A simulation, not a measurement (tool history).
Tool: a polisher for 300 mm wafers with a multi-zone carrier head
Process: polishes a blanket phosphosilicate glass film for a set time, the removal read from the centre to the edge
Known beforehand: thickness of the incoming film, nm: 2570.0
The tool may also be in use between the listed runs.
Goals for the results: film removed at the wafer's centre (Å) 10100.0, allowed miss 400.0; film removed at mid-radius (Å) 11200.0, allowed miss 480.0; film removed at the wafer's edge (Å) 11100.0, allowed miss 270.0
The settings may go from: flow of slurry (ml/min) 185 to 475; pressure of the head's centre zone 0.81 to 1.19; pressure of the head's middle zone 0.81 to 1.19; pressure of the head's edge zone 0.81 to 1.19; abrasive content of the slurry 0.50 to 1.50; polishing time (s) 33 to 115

run  hour  flow of slurry (ml/min)  pressure of the head's centre zone  pressure of the head's middle zone  pressure of the head's edge zone  abrasive content of the slurry  polishing time (s)  film removed at the wafer's centre (Å)  film removed at mid-radius (Å)  film removed at the wafer's edge (Å)
  1   0.0                      305                                1.00                                1.00                              1.00                            1.00                  73                                  7564.6                          7781.1                                7840.0
  2   0.7                      305                                1.00                                1.00                              1.00                            0.80                  73                                  6787.3                          6818.5                                6879.0
  3   2.2                      305                                1.00                                1.00                              1.00                            0.90                  73                                  7384.2                          7252.7                                7305.5
  4   7.9                      305                                0.93                                1.00                              1.00                            0.90                  73                                  6829.8                          7565.2                                7286.7
  5  14.6                      305                                0.93                                1.00                              1.00                            0.90                  86                                  7979.6                          8563.9                                8626.7
  6  22.3                      305                                0.93                                1.00                              1.00                            1.00                  86                                  8599.3                          9107.3                                9159.4
  7  30.7                      315                                0.94                                1.03                              1.04                            1.05                  86                                  9055.4                          9709.5                                9596.9
  8  35.1                      340                                0.94                                1.09                              1.14                            1.20                  86                                  9536.7                         10928.0                               10812.0

Pick the move, out of 5, that brings all results within their allowed miss; only one does.
  A  39.5                      355                                0.94                                1.10                              1.19                            1.10                  86                                       ?                               ?                                     ?
  B  39.5                      255                                0.84                                1.05                              1.17                            1.40                  87                                       ?                               ?                                     ?
  C  39.5                      310                                0.92                                1.14                              1.15                            1.20                  81                                       ?                               ?                                     ?
  D  39.5                      365                                0.95                                1.07                              1.11                            1.15                  91                                       ?                               ?                                     ?
  E  39.5                      385                                0.91                                1.19                              1.11                            1.00                  91                                       ?                               ?                                     ?

move  film removed at the wafer's centre (Å)  film removed at mid-radius (Å)  film removed at the wafer's edge (Å)
   A                                  9278.2                         10692.0                               10651.0
   B                                  9097.0                         11251.0                               11641.0
   C                                  8818.3                         10705.0                               10179.0
   D                                 10154.0                         11314.0                               11131.0
   E                                  9133.3                         11603.0                               10391.0
A: its largest miss is bigger than the last run's
B: its largest miss is bigger than the last run's
C: its largest miss is bigger than the last run's
D: each result inside its tolerance
E: its largest miss is bigger than the last run's
D meets every target.

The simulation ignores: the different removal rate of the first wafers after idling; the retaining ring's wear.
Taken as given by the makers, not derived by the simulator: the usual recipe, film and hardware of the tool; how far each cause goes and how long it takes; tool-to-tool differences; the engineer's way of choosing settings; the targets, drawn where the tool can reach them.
